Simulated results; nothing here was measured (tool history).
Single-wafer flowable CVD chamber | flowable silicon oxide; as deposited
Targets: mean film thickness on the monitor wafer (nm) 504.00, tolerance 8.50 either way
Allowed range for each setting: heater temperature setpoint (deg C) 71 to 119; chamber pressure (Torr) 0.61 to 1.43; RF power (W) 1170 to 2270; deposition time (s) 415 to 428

run	hour	heater temperature setpoint (deg C)	chamber pressure (Torr)	RF power (W)	deposition time (s)	mean film thickness on the monitor wafer (nm)
1	0.0	95	1.02	1720	415	384.25
2	3.5	95	1.02	1580	415	375.34
3	7.4	99	1.02	1580	415	322.57
4	13.7	98	1.02	1580	415	334.98
5	18.3	98	1.02	1580	415	333.68
6	21.3	97	1.02	1580	415	346.02
7	26.8	96	1.02	1580	415	360.12
8	35.0	95	1.02	1580	415	374.21
9	35.6	94	1.02	1580	415	387.36
10	38.4	93	1.02	1580	415	403.54
11	43.2	92	1.02	1580	415	419.35
12	46.1	85	1.02	1580	415	534.84
13	47.4	86	1.02	1580	415	513.61

4 candidate next runs follow, results not yet known. Just one meets every target within its allowed miss. Identify it.
A	48.7	84	1.04	1340	425	?
B	48.7	87	1.02	1585	421	?
C	48.7	86	0.99	1640	428	?
D	48.7	86	0.98	1665	428	?

move	mean film thickness on the monitor wafer (nm)
A	537.44
B	505.92
C	522.55
D	519.93
A: moves away from the targets compared with the last run
B: meets every target
C: moves away from the targets compared with the last run
D: moves away from the targets compared with the last run
So the answer is move B, the one that meets all the targets.
